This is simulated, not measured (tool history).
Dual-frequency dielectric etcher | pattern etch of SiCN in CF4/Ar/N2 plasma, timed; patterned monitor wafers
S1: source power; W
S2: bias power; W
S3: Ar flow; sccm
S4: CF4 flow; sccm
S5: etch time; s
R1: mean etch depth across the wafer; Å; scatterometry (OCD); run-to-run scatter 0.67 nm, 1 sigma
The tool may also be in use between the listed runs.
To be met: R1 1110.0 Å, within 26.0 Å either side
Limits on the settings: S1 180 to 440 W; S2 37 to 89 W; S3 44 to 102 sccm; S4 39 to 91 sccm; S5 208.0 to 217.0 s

run	hour	S1	S2	S3	S4	S5	R1
1	0.0	310	63	73	65	208.0	1320.2
2	5.4	310	63	73	72	208.0	1346.6
3	7.5	310	63	68	72	208.0	1352.5
4	12.8	310	63	68	77	208.0	1366.9
# hour 21.3: source power generator calibrated
5	21.3	290	63	68	77	208.0	1287.4
6	28.4	280	63	68	77	208.0	1270.7
7	34.6	270	63	68	77	208.0	1217.0
8	42.7	260	63	68	77	208.0	1190.7

Exactly one of the 5 candidate moves below puts every result within its allowed miss. Which one?
A	50.8	250	46	63	81	214.5	?
B	50.8	270	70	57	70	212.0	?
C	50.8	270	56	71	71	210.5	?
D	50.8	280	59	70	72	213.5	?
E	50.8	240	67	64	81	209.5	?

move	R1
A	1120.2
B	1308.2
C	1183.9
D	1253.7
E	1197.1
A: in spec on every target
B: further off than the last run
C: moves toward the targets from the last run without getting all of them in spec
D: further off than the last run
E: further off than the last run
So the answer is move A, the one that meets all the targets.
